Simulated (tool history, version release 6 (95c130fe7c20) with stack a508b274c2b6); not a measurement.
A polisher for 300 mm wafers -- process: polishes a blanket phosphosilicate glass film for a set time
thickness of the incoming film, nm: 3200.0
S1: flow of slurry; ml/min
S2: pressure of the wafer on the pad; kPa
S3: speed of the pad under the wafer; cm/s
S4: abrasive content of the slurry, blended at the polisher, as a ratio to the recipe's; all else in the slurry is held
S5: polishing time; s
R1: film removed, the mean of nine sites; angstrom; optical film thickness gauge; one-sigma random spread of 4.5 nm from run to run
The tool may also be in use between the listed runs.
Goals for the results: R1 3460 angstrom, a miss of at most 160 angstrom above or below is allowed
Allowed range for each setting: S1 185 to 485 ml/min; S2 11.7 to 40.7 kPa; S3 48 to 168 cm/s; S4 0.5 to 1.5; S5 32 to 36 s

run,day,S1,S2,S3,S4,S5,R1
1,0,310,26.2,108,1,36,4374
2,0.25,370,26.2,108,1,36,4439.2
3,0.496,370,24.8,108,1,36,4156.9
4,0.804,400,24.8,108,1,36,4215.5
5,1.046,430,24.8,108,1,36,4217.5
6,1.071,430,23.4,108,1,36,4100.5
7,1.308,430,22.1,108,1,36,3761.8
8,1.471,430,21.4,108,1,36,3660.9

Consider the 4 candidate settings below. Which is the only one whose results all fall within their allowed miss of target?
A,1.633,435,21.4,118,1.05,36,?
B,1.633,315,24.1,118,1.05,35,?
C,1.633,435,20,104,1.05,36,?
D,1.633,445,22.1,112,1.05,34,?

move,R1
A,3996.8
B,4249.7
C,3388.1
D,3739.1
A: misses by more than the last run did
B: misses by more than the last run did
C: meets every target
D: misses by more than the last run did
Answer: C
